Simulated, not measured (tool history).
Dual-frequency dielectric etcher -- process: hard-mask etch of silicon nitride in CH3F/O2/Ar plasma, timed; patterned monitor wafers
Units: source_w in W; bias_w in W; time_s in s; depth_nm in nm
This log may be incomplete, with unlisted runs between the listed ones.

run  hour  source_w  bias_w  time_s  depth_nm
  1   0.0       300     101   154.5   100.020
  2   5.8       280      99   154.5    96.867
  3  12.3       260      98   154.5    93.727
  4  20.5       260     108   154.5    96.298
  5  24.5       260     123   154.5   100.500
  6  26.3       260     123   162.0   105.520
  7  32.3       240     118   161.0   100.190
  8  41.0       230     115   160.5    97.561
  9  45.9       220     113   160.0    94.602

For run 10, what comes out?
 10  49.0       210     112   160.0         ?

Run 10 produced depth_nm 92.468 nm.

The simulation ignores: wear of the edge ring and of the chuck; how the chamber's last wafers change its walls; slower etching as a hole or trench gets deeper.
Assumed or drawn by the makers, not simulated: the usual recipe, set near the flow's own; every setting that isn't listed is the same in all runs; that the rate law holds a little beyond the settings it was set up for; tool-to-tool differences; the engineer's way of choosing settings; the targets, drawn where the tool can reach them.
